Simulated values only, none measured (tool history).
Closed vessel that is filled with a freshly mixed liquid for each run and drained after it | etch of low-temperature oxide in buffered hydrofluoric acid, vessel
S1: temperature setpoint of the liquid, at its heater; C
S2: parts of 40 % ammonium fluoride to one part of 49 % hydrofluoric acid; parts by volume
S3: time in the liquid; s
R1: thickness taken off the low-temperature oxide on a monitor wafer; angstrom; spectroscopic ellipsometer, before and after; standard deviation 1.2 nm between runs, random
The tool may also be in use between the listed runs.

run,hour,S1,S2,S3,R1
1,0,20,11,95,2394.6
2,2.3,20,13.5,95,1981
3,9.2,19.5,14,95,1834.5
4,11.8,23,14,95,2229
5,14,22,14.5,95,2048.4
6,17.2,22,17,95,1760.3
7,18.7,21.5,17,95,1701.1
8,19.7,21,17,95,1654.3
9,24.9,20.5,17,95,1612.8

For run 10, what comes out?
10,31.8,20,17,95,?

R1: 1570.7 angstrom
